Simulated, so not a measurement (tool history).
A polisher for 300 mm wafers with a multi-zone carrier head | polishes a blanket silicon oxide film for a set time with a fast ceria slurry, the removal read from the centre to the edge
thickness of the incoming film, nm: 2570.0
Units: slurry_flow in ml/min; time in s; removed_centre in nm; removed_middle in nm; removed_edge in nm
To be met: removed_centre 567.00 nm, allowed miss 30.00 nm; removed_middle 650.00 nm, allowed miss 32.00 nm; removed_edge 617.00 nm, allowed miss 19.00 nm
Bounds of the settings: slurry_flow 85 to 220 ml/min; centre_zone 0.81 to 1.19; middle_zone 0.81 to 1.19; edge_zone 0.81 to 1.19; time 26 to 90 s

run,hour,slurry_flow,centre_zone,middle_zone,edge_zone,time,removed_centre,removed_middle,removed_edge
1,0.0,140,1.00,1.00,1.00,58,905.71,874.62,919.41
2,6.4,155,1.00,1.00,1.00,58,929.72,901.03,909.85
3,13.8,155,0.96,1.01,0.98,52,797.04,805.54,833.77
4,20.9,190,0.96,1.01,0.98,52,827.58,845.43,855.58
5,27.0,190,0.96,0.98,0.98,52,844.41,828.23,846.20
6,29.2,190,0.94,1.01,0.94,47,737.71,745.52,754.83
7,36.2,180,0.92,1.04,0.90,45,673.25,722.51,713.68
8,38.3,175,0.91,1.05,0.87,44,676.52,734.37,680.59
9,43.2,165,0.88,1.04,0.86,43,603.80,709.53,667.59
10,45.1,160,0.88,1.03,0.85,42,595.22,688.70,649.85
11,52.1,155,0.88,1.02,0.84,42,592.08,660.11,643.11

Which of these 5 next moves meets every target?
A,59.1,175,0.92,1.00,0.84,42,?,?,?
B,59.1,170,1.01,1.05,0.81,39,?,?,?
C,59.1,140,0.81,0.97,0.86,44,?,?,?
D,59.1,140,0.81,1.09,0.93,44,?,?,?
E,59.1,135,0.86,1.04,0.81,42,?,?,?

move,removed_centre,removed_middle,removed_edge
A,629.92,676.23,652.17
B,631.99,650.16,597.80
C,561.69,661.70,666.02
D,562.15,728.55,678.15
E,559.88,663.24,622.53
A: further off than the last run
B: takes the result that was furthest off past its target
C: further off than the last run
D: further off than the last run
E: meets every target
Move E is the one to make.

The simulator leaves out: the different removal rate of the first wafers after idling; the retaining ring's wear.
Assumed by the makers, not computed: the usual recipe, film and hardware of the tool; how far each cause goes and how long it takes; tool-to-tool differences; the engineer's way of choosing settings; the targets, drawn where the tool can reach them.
